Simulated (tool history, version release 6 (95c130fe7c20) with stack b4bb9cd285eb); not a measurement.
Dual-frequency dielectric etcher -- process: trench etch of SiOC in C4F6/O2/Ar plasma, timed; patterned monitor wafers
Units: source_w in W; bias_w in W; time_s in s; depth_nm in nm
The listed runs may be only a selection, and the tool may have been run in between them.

run	day	source_w	bias_w	time_s	depth_nm
1	0.000	370	210	30	67.966
2	0.146	400	210	30	70.715
3	0.188	400	210	30	70.583
4	0.462	400	210	30	70.511
5	0.717	420	214	30	72.380
6	0.833	440	219	30	74.561
7	1.058	450	222	30	75.533

Run 8 is up next; what results do you expect?
8	1.325	460	225	30	?

{"run 8": {"depth_nm": 77.055}}
